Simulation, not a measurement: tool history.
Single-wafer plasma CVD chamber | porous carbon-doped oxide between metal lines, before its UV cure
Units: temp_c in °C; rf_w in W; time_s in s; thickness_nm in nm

| run | hour | temp_c | rf_w | time_s | thickness_nm |
|---|---|---|---|---|---|
| 1 | 0 | 300 | 545 | 44.4 | 249.14 |
| 2 | 4.1 | 304 | 515 | 44.4 | 229.25 |
| 3 | 6.6 | 300 | 515 | 44.4 | 234.43 |
| 4 | 14.7 | 304 | 500 | 44.4 | 223.42 |
| 5 | 23.5 | 304 | 500 | 44.4 | 224.93 |
| 6 | 30.5 | 310 | 500 | 44.4 | 216.28 |

The next listed run, before its measurement:
| 7 | 34.3 | 312 | 490 | 44.4 | ? |

thickness_nm: 210.3 nm

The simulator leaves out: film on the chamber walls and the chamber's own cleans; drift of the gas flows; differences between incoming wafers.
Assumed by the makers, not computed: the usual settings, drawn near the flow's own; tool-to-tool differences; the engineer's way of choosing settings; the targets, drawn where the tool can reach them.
